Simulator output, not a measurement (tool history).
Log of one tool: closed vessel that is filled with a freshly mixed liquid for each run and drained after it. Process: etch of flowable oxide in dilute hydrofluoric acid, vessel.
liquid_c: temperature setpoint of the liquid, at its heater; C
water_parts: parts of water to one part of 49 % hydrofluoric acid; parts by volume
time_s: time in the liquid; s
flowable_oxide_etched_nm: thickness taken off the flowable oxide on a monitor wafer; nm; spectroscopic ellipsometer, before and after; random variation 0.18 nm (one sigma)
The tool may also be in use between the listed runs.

run	day	liquid_c	water_parts	time_s	flowable_oxide_etched_nm
1	0	23	145	100	22.834
2	0.042	24.5	145	100	24.218
3	0.379	24.5	145	105	25.249
4	0.483	26	140	105	28.006
5	0.612	27	140	105	28.625
6	0.812	27	90	105	47.774
7	0.912	23	95	105	38.622

Forecast run 8:
8	0.992	22	95	105	?

Run 8 gave flowable_oxide_etched_nm 37.337 nm.
